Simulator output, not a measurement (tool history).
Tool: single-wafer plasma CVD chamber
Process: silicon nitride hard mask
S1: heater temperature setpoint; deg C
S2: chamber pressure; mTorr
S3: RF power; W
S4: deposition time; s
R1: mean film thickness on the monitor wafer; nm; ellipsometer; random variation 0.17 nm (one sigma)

| run | hour | S1 | S2 | S3 | S4 | R1 |
|---|---|---|---|---|---|---|
| 1 | 0 | 380 | 1120 | 315 | 39.7 | 41.054 |
| 2 | 6.2 | 380 | 1030 | 300 | 39.4 | 38.143 |
| 3 | 13.8 | 380 | 870 | 300 | 39.4 | 36.027 |
| 4 | 19 | 380 | 820 | 295 | 39.4 | 35.034 |
| 5 | 21.1 | 380 | 790 | 295 | 39.4 | 34.693 |
|  | 24.2 | capacitance manometer re-zeroed and calibrated |
| 6 | 24.2 | 380 | 790 | 295 | 39.7 | 36.02 |
| 7 | 31.9 | 380 | 700 | 270 | 39.3 | 31.998 |

The next listed run, before its measurement:
| 8 | 37.2 | 380 | 730 | 270 | 39.3 | ? |

Run 8 gave R1 32.035 nm.
